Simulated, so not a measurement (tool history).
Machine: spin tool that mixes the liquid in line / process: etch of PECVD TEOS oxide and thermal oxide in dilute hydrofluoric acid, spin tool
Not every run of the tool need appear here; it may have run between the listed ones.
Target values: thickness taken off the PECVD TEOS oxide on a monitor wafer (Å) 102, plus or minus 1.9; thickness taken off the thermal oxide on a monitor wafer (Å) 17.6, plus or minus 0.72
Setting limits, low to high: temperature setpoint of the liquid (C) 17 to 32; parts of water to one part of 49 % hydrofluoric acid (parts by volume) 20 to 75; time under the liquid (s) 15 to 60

run,day,temperature setpoint of the liquid (C),parts of water to one part of 49 % hydrofluoric acid (parts by volume),time under the liquid (s),thickness taken off the PECVD TEOS oxide on a monitor wafer (Å),thickness taken off the thermal oxide on a monitor wafer (Å)
1,0,24,45,30,183.19,31.233
2,0.204,24,35,30,235.83,40.936
3,0.312,24,45,30,181.11,31.566
4,0.421,23,45,30,173.29,30.179
# day 0.783: hydrofluoric acid flow meter replaced
5,0.783,23,45,20,124.43,21.996
6,1.025,23,45,25,155.99,26.879
7,1.175,22.5,45,25,152.72,26.435
8,1.408,21.5,55,25,117.96,20.253
9,1.567,21,55,25,114.98,20.1

5 candidate next runs follow, results not yet known. Just one meets every target within its allowed miss. Identify it.
A,1.725,21.5,75,30,?,?
B,1.725,19,65,30,?,?
C,1.725,26,70,30,?,?
D,1.725,20,50,20,?,?
E,1.725,22,60,30,?,?

move,thickness taken off the PECVD TEOS oxide on a monitor wafer (Å),thickness taken off the thermal oxide on a monitor wafer (Å)
A,100.98,17.726
B,106.19,18.641
C,130.66,22.937
D,97.727,17.156
E,131.24,23.039
A: in spec on every target
B: gains on the last run, yet a result remains outside its allowed miss
C: the biggest miss grows against the last run
D: takes the result that was furthest off past its target
E: the biggest miss grows against the last run
So the answer is move A, the one that meets all the targets.

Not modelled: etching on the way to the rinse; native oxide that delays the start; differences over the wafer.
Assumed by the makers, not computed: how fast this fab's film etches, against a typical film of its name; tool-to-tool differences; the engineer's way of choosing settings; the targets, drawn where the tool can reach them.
